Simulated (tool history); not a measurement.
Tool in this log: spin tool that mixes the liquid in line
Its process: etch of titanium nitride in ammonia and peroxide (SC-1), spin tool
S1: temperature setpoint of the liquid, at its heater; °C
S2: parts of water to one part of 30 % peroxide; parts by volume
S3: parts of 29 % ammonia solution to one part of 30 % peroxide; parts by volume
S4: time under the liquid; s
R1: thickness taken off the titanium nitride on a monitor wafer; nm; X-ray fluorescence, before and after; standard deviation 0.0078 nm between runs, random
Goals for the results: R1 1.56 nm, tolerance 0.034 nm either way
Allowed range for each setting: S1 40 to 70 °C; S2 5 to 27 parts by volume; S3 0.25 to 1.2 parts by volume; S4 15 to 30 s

| run | hour | S1 | S2 | S3 | S4 | R1 |
|---|---|---|---|---|---|---|
| 1 | 0 | 56 | 15 | 0.95 | 30 | 4.4744 |
| 2 | 8 | 62 | 15 | 0.95 | 30 | 6.594 |
| 3 | 11.6 | 57 | 15 | 0.95 | 30 | 4.8335 |
| 4 | 19.9 | 57 | 15 | 0.95 | 30 | 4.7585 |
| 5 | 20.6 | 57 | 15 | 1.2 | 30 | 4.9882 |
| 6 | 28.2 | 53 | 15.5 | 1.2 | 30 | 3.7235 |
| 7 | 35.2 | 50 | 15.5 | 1.2 | 30 | 3.0267 |
| 8 | 44 | 47.5 | 15.5 | 1.2 | 30 | 2.5496 |
| 9 | 45.6 | 46 | 15.5 | 1.2 | 30 | 2.2851 |
| 10 | 46.7 | 46 | 15.5 | 1.2 | 30 | 2.3005 |
| 11 | 55.3 | 44.5 | 15.5 | 1.2 | 30 | 2.0526 |
| 12 | 61.5 | 43.5 | 15.5 | 1.2 | 30 | 1.9112 |

Of the 5 settings listed for the next run, only one would bring every result within its allowed miss of target. Which one?
| A | 67.7 | 44 | 14.5 | 1.2 | 30 | ? |
| B | 67.7 | 41.5 | 15 | 1.15 | 30 | ? |
| C | 67.7 | 47 | 22 | 1 | 25 | ? |
| D | 67.7 | 42 | 16.5 | 1.2 | 30 | ? |
| E | 67.7 | 42 | 18.5 | 1.2 | 30 | ? |

| move | R1 |
|---|---|
| A | 2.0448 |
| B | 1.6629 |
| C | 1.6387 |
| D | 1.6517 |
| E | 1.5541 |
A: further off than the last run
B: closer than the last run, but not yet in spec
C: closer than the last run, but not yet in spec
D: closer than the last run, but not yet in spec
E: every result lands within tolerance
Go with E: it meets all targets.

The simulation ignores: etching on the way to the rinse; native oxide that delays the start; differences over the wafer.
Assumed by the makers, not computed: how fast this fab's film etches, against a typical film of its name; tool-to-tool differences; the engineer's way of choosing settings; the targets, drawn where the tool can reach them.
